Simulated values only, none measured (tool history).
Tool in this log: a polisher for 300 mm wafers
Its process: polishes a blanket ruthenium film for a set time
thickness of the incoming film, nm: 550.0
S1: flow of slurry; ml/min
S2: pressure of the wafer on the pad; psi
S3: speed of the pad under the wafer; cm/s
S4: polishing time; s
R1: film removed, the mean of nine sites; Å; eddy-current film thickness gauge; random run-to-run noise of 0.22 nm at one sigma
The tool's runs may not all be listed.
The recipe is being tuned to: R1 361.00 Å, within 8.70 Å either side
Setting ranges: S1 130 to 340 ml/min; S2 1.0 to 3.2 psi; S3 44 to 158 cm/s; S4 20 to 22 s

{"run": 1, "hour": 0.0, "S1": 220, "S2": 2.1, "S3": 100, "S4": 22, "R1": 227.88}
{"run": 2, "hour": 2.6, "S1": 225, "S2": 2.2, "S3": 100, "S4": 22, "R1": 242.1}
{"run": 3, "hour": 9.6, "S1": 230, "S2": 2.3, "S3": 100, "S4": 22, "R1": 253.5}
{"run": 4, "hour": 14.4, "S1": 230, "S2": 2.3, "S3": 120, "S4": 22, "R1": 293.45}
{"run": 5, "hour": 22.2, "S1": 270, "S2": 2.3, "S3": 120, "S4": 22, "R1": 295.08}
{"run": 6, "hour": 28.8, "S1": 270, "S2": 2.5, "S3": 120, "S4": 22, "R1": 323.77}
{"run": 7, "hour": 34.8, "S1": 270, "S2": 2.6, "S3": 120, "S4": 22, "R1": 333.19}
{"run": 8, "hour": 39.8, "S1": 270, "S2": 2.7, "S3": 120, "S4": 22, "R1": 347.57}

Which of these 4 next moves meets every target?
{"run": "A", "hour": 44.8, "S1": 270, "S2": 2.6, "S3": 124, "S4": 21, "R1": "?"}
{"run": "B", "hour": 44.8, "S1": 315, "S2": 2.9, "S3": 110, "S4": 21, "R1": "?"}
{"run": "C", "hour": 44.8, "S1": 245, "S2": 2.9, "S3": 124, "S4": 21, "R1": "?"}
{"run": "D", "hour": 44.8, "S1": 265, "S2": 2.6, "S3": 136, "S4": 20, "R1": "?"}

move=A R1=333.22
move=B R1=341.39
move=C R1=366.78
move=D R1=341.87
A: further off than the last run
B: further off than the last run
C: every result within its allowed miss
D: further off than the last run
Move C is the one to make.
